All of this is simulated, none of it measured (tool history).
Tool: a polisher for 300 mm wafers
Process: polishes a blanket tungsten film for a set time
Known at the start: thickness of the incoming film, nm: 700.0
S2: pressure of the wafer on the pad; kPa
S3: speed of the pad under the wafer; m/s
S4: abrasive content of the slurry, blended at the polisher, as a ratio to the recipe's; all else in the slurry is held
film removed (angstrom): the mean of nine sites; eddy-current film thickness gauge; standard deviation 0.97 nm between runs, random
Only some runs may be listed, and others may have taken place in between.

Run 1, hour 0.0: flow of slurry (ml/min) 150, S2 20.0 kPa, S3 1.06 m/s, S4 1.00, polishing time (s) 40. Result: film removed (angstrom) 1824.20.
Run 2, hour 1.5: flow of slurry (ml/min) 150, S2 20.0 kPa, S3 1.06 m/s, S4 1.15, polishing time (s) 40. Result: film removed (angstrom) 1954.20.
Run 3, hour 9.3: flow of slurry (ml/min) 150, S2 20.0 kPa, S3 1.06 m/s, S4 1.15, polishing time (s) 36. Result: film removed (angstrom) 1753.90.
Run 4, hour 16.5: flow of slurry (ml/min) 150, S2 17.9 kPa, S3 1.00 m/s, S4 1.15, polishing time (s) 36. Result: film removed (angstrom) 1519.60.
Run 5, hour 21.9: flow of slurry (ml/min) 150, S2 17.9 kPa, S3 1.00 m/s, S4 1.35, polishing time (s) 36. Result: film removed (angstrom) 1655.70.
Run 6, hour 26.5: flow of slurry (ml/min) 150, S2 15.9 kPa, S3 0.92 m/s, S4 1.35, polishing time (s) 36. Result: film removed (angstrom) 1402.70.
Run 7, hour 30.9: flow of slurry (ml/min) 150, S2 14.5 kPa, S3 0.86 m/s, S4 1.35, polishing time (s) 36. Result: film removed (angstrom) 1251.50.

Estimate the outcome of run 8 from the log above:
Run 8, hour 32.7: flow of slurry (ml/min) 140, S2 9.0 kPa, S3 0.56 m/s, S4 1.30, polishing time (s) 36. Result: film removed (angstrom) ?.

Run 8 measured film removed (angstrom) 662.19.
